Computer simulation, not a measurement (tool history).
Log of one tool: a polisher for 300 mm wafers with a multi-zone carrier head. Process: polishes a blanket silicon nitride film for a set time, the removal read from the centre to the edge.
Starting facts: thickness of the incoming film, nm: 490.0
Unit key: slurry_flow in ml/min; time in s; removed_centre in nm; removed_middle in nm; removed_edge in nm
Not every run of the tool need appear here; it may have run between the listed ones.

run	hour	slurry_flow	centre_zone	middle_zone	edge_zone	time	removed_centre	removed_middle	removed_edge
1	0.0	315	1.00	1.00	1.00	36	76.983	79.396	76.976
2	4.6	315	1.02	1.00	0.96	33	71.940	72.532	68.789
3	9.5	315	1.02	1.00	1.04	33	70.894	71.286	71.907
4	10.3	350	1.02	1.00	1.04	33	71.264	72.544	71.860
5	12.7	300	1.02	1.00	1.04	33	72.239	71.501	70.883
6	18.5	300	1.02	1.00	0.97	33	70.210	71.287	68.992
7	27.5	300	1.05	1.01	0.93	31	67.757	67.716	62.794
8	31.8	295	1.05	1.00	0.90	30	66.615	64.222	60.167
9	40.2	290	1.05	1.00	0.88	29	65.031	63.226	56.966
10	48.7	285	1.04	0.99	0.87	29	63.471	62.952	57.199
11	53.5	280	1.04	0.98	0.85	29	62.509	61.262	56.623

Run 12 is up next; what results do you expect?
12	60.3	275	1.04	0.98	0.84	29	?	?	?

Run 12 came out at removed_centre 64.066 nm, removed_middle 62.055 nm, removed_edge 56.179 nm.
